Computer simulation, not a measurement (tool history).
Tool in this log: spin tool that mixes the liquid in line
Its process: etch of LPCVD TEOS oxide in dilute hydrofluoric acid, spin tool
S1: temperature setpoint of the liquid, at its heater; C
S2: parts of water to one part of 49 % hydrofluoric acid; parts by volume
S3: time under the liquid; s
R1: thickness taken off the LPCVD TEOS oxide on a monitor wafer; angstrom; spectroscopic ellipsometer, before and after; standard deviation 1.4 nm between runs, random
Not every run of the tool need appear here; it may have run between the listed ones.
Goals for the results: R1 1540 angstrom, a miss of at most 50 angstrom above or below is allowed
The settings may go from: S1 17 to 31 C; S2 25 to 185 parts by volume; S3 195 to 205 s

{"run": 1, "hour": 0.0, "S1": 23, "S2": 105, "S3": 195, "R1": 921.39}
{"run": 2, "hour": 4.3, "S1": 23, "S2": 90, "S3": 195, "R1": 1107.6}
{"run": 3, "hour": 13.0, "S1": 25, "S2": 90, "S3": 195, "R1": 1199.5}
{"run": 4, "hour": 20.3, "S1": 25, "S2": 120, "S3": 195, "R1": 857.37}
{"run": 5, "hour": 29.3, "S1": 26.5, "S2": 110, "S3": 195, "R1": 1013.7}
{"run": 6, "hour": 35.3, "S1": 26.5, "S2": 140, "S3": 195, "R1": 752.43}
{"run": 7, "hour": 37.0, "S1": 27.5, "S2": 125, "S3": 195, "R1": 901.17}
{"run": 8, "hour": 38.7, "S1": 28.5, "S2": 115, "S3": 195, "R1": 1014.9}
{"run": 9, "hour": 39.9, "S1": 31, "S2": 75, "S3": 195, "R1": 1853.1}
{"run": 10, "hour": 46.2, "S1": 30, "S2": 75, "S3": 195, "R1": 1785.1}
{"run": 11, "hour": 51.0, "S1": 29, "S2": 75, "S3": 195, "R1": 1699.2}
{"run": 12, "hour": 56.7, "S1": 28.5, "S2": 75, "S3": 195, "R1": 1664.4}
{"run": 13, "hour": 58.0, "S1": 28, "S2": 75, "S3": 195, "R1": 1636.9}
{"run": 14, "hour": 66.5, "S1": 27.5, "S2": 75, "S3": 195, "R1": 1617.8}

4 next moves are on the table. One of them brings every result within its allowed miss. Which?
{"run": "A", "hour": 75.0, "S1": 28.5, "S2": 80, "S3": 195, "R1": "?"}
{"run": "B", "hour": 75.0, "S1": 26.5, "S2": 70, "S3": 200, "R1": "?"}
{"run": "C", "hour": 75.0, "S1": 26.5, "S2": 85, "S3": 205, "R1": "?"}
{"run": "D", "hour": 75.0, "S1": 30, "S2": 85, "S3": 205, "R1": "?"}

move=A R1=1567.4
move=B R1=1722.5
move=C R1=1424.9
move=D R1=1630.9
A: meets every target
B: further off than the last run
C: moves the result that the last run missed by most past its target, out the other side
D: further off than the last run
So the answer is move A, the one that meets all the targets.

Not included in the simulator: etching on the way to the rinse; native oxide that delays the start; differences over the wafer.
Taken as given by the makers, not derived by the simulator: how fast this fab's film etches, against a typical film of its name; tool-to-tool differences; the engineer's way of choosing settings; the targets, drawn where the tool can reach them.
